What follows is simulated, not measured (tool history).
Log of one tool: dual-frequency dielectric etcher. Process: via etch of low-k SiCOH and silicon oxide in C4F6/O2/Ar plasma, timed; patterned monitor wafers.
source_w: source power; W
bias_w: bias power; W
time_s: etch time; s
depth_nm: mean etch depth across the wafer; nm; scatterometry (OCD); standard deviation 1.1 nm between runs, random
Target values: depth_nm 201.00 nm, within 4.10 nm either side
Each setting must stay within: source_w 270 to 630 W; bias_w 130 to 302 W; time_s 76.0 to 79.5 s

run	hour	source_w	bias_w	time_s	depth_nm
1	0.0	450	216	76.0	229.07
2	5.2	450	243	76.0	239.42
3	13.3	500	243	76.0	249.50
4	19.3	500	263	76.0	256.77
5	24.2	500	263	79.5	272.43
6	24.7	460	245	79.0	252.48
7	33.5	420	236	79.0	239.16
8	42.5	390	231	79.0	233.42
9	45.3	370	224	79.0	223.92
10	46.8	350	222	79.0	218.21
11	48.2	330	221	79.0	211.33
12	50.6	320	220	79.0	207.76

Exercise: of the 5 proposed moves below, exactly one satisfies all targets within the stated allowed misses. Which move is it?
A	53.0	320	237	78.0	?
B	53.0	320	231	79.5	?
C	53.0	340	234	77.0	?
D	53.0	380	205	77.5	?
E	53.0	290	217	79.5	?

move	depth_nm
A	210.17
B	212.36
C	212.24
D	214.75
E	198.87
A: misses by more than the last run did
B: misses by more than the last run did
C: misses by more than the last run did
D: misses by more than the last run did
E: all results land within tolerance of their targets
The right move is E.
